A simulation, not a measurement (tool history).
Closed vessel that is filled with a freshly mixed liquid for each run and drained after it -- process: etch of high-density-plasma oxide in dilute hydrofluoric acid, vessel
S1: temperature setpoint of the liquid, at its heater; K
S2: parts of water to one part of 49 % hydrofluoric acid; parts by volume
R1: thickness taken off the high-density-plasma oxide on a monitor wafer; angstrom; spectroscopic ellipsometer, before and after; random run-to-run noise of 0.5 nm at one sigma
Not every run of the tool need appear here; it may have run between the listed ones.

Run 1, day 0: S1 298.15 K, S2 75 parts by volume, time in the liquid (s) 285. Result: R1 376.94 angstrom.
Run 2, day 0.092: S1 298.15 K, S2 75 parts by volume, time in the liquid (s) 285. Result: R1 378.26 angstrom.
Run 3, day 0.258: S1 298.15 K, S2 75 parts by volume, time in the liquid (s) 305. Result: R1 410.89 angstrom.
Run 4, day 0.542: S1 299.65 K, S2 75 parts by volume, time in the liquid (s) 305. Result: R1 442.35 angstrom.
Run 5, day 0.571: S1 300.65 K, S2 75 parts by volume, time in the liquid (s) 305. Result: R1 452.13 angstrom.
Run 6, day 0.679: S1 300.65 K, S2 75 parts by volume, time in the liquid (s) 305. Result: R1 459.32 angstrom.

Run 7 has not been measured yet. What should we expect?
Run 7, day 1.004: S1 301.65 K, S2 75 parts by volume, time in the liquid (s) 305. Result: R1 ?.

For run 7 the tool returned R1 471.88 angstrom.
